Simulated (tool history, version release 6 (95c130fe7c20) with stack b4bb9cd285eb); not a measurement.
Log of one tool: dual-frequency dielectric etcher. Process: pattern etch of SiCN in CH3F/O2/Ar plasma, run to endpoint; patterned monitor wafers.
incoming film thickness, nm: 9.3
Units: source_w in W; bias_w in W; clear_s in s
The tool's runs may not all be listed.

run 1 hour=0 | source_w=540 bias_w=64 | clear_s=22.908
run 2 hour=3.9 | source_w=560 bias_w=65 | clear_s=22.108
run 3 hour=8.2 | source_w=570 bias_w=65 | clear_s=22.044
run 4 hour=13.2 | source_w=580 bias_w=65 | clear_s=21.882
run 5 hour=15.9 | source_w=590 bias_w=65 | clear_s=21.574
run 6 hour=21.2 | source_w=600 bias_w=65 | clear_s=21.384

Run 7 comes next. What will it give?
run 7 hour=29 | source_w=610 bias_w=65 | clear_s=?

Run 7 gave clear_s 21.099 s.

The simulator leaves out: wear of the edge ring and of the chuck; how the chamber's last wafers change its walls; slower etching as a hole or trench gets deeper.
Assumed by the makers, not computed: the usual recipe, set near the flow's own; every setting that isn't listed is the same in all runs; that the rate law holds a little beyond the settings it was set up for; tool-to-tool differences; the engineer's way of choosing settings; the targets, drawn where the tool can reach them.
